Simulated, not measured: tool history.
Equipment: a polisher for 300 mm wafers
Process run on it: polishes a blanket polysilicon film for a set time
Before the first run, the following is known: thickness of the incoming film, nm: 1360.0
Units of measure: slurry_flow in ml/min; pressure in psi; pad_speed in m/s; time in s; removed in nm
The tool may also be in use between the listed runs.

Run 1, hour 0.0: slurry_flow 220 ml/min, pressure 2.4 psi, pad_speed 0.86 m/s, time 27 s. Result: removed 183.93 nm.
Run 2, hour 2.7: slurry_flow 220 ml/min, pressure 2.4 psi, pad_speed 1.06 m/s, time 27 s. Result: removed 223.00 nm.
Run 3, hour 4.3: slurry_flow 215 ml/min, pressure 2.3 psi, pad_speed 1.06 m/s, time 27 s. Result: removed 217.88 nm.
Run 4, hour 12.5: slurry_flow 215 ml/min, pressure 2.2 psi, pad_speed 1.06 m/s, time 27 s. Result: removed 208.28 nm.
At hour 20.6: slurry nozzle cleaned.
Run 5, hour 20.6: slurry_flow 240 ml/min, pressure 2.2 psi, pad_speed 1.06 m/s, time 27 s. Result: removed 215.91 nm.
Run 6, hour 24.9: slurry_flow 215 ml/min, pressure 2.2 psi, pad_speed 1.06 m/s, time 27 s. Result: removed 213.32 nm.
Run 7, hour 29.4: slurry_flow 215 ml/min, pressure 2.0 psi, pad_speed 1.06 m/s, time 27 s. Result: removed 196.35 nm.
Run 8, hour 37.3: slurry_flow 195 ml/min, pressure 1.6 psi, pad_speed 1.06 m/s, time 27 s. Result: removed 154.84 nm.
Run 9, hour 43.6: slurry_flow 210 ml/min, pressure 1.6 psi, pad_speed 1.06 m/s, time 27 s. Result: removed 155.91 nm.

Run 10, settings as shown, results not yet in. Your forecast:
Run 10, hour 49.6: slurry_flow 225 ml/min, pressure 1.6 psi, pad_speed 1.06 m/s, time 27 s. Result: removed ?.

{"run 10": {"removed": 158.02}}
